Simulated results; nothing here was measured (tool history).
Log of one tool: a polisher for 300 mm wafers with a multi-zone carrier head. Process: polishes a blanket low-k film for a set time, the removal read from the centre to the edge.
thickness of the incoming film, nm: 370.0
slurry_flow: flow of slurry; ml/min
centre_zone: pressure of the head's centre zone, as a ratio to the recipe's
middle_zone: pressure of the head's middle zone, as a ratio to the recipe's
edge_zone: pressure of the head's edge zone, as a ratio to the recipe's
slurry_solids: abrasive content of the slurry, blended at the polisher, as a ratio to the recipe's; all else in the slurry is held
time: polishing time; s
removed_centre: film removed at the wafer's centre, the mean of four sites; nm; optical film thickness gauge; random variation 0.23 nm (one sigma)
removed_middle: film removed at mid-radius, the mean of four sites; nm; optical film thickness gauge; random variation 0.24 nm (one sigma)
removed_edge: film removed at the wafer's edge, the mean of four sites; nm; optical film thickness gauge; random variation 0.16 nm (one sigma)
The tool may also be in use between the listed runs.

run	hour	slurry_flow	centre_zone	middle_zone	edge_zone	slurry_solids	time	removed_centre	removed_middle	removed_edge
1	0	140	1	1	1	1	68	24.972	24.508	24.484
2	5.2	140	1.08	1	1	1	68	27.511	24.59	24.515
3	10.8	130	1.04	0.99	0.96	0.95	68	24.675	23.61	22.768
4	12.2	130	1.04	0.99	0.96	0.95	82	29.616	27.888	27.435
5	16.3	120	1.02	0.95	0.92	0.85	82	26.796	25.698	25.474
6	19	120	1.02	0.95	0.85	0.85	82	27.288	25.493	24.742
7	23.8	115	1.01	0.94	0.84	0.75	82	25.204	23.244	22.676

The next listed run, before its measurement:
8	31.3	110	0.99	0.94	0.84	0.7	82	?	?	?

removed_centre: 23.238 nm
removed_middle: 22.426 nm
removed_edge: 21.591 nm
